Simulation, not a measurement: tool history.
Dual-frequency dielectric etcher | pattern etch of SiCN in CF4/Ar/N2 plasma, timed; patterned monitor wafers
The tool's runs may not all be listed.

| run | hour | source power (kW) | bias power (kW) | Ar flow (sccm) | CF4 flow (sccm) | etch time (s) | mean etch depth across the wafer (angstrom) |
|---|---|---|---|---|---|---|---|
| 1 | 0.0 | 0.510 | 0.056 | 137 | 62 | 45.5 | 359.92 |
| 2 | 7.1 | 0.470 | 0.056 | 137 | 62 | 45.5 | 344.23 |
| 3 | 14.9 | 0.470 | 0.061 | 137 | 62 | 45.5 | 356.69 |
| 4 | 18.2 | 0.420 | 0.060 | 137 | 62 | 45.5 | 333.13 |
| 5 | 21.3 | 0.390 | 0.060 | 137 | 62 | 45.5 | 319.50 |
| 6 | 28.2 | 0.370 | 0.060 | 137 | 62 | 45.5 | 311.71 |

Run 7 comes next. What will it give?
| 7 | 33.0 | 0.350 | 0.060 | 137 | 62 | 45.5 | ? |

{"run 7": {"mean etch depth across the wafer (angstrom)": 304.16}}

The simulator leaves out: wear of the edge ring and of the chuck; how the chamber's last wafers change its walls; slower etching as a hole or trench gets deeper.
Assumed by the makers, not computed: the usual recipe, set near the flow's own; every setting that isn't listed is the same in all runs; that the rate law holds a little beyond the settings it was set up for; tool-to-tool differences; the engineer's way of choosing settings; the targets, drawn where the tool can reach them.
